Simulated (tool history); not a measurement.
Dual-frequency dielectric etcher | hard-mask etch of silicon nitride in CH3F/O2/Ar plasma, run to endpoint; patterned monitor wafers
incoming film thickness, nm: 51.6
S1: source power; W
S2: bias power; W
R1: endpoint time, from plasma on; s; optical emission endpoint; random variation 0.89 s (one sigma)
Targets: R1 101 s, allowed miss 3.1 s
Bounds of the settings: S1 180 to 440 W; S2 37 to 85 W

Run 1, hour 0: S1 310 W, S2 61 W. Result: R1 82.141 s.
Run 2, hour 5: S1 280 W, S2 61 W. Result: R1 84.622 s.
Run 3, hour 7.9: S1 250 W, S2 61 W. Result: R1 88.352 s.
Run 4, hour 13.3: S1 240 W, S2 59 W. Result: R1 90.648 s.
Run 5, hour 15.9: S1 270 W, S2 59 W. Result: R1 86.139 s.
Run 6, hour 18.7: S1 250 W, S2 57 W. Result: R1 90.918 s.
Run 7, hour 26: S1 240 W, S2 56 W. Result: R1 92.475 s.
Run 8, hour 28.4: S1 240 W, S2 56 W. Result: R1 92.743 s.
Run 9, hour 30.6: S1 230 W, S2 55 W. Result: R1 93.36 s.
Run 10, hour 33.9: S1 220 W, S2 54 W. Result: R1 96.819 s.

Which of these 5 next moves meets every target?
Run A, hour 37.2: S1 220 W, S2 61 W. Result: R1 ?.
Run B, hour 37.2: S1 190 W, S2 67 W. Result: R1 ?.
Run C, hour 37.2: S1 240 W, S2 55 W. Result: R1 ?.
Run D, hour 37.2: S1 210 W, S2 58 W. Result: R1 ?.
Run E, hour 37.2: S1 200 W, S2 53 W. Result: R1 ?.

move      R1
   A  91.865
   B  92.861
   C  92.783
   D  94.999
   E  99.737
A: further off than the last run
B: further off than the last run
C: further off than the last run
D: further off than the last run
E: meets every target
Answer: E
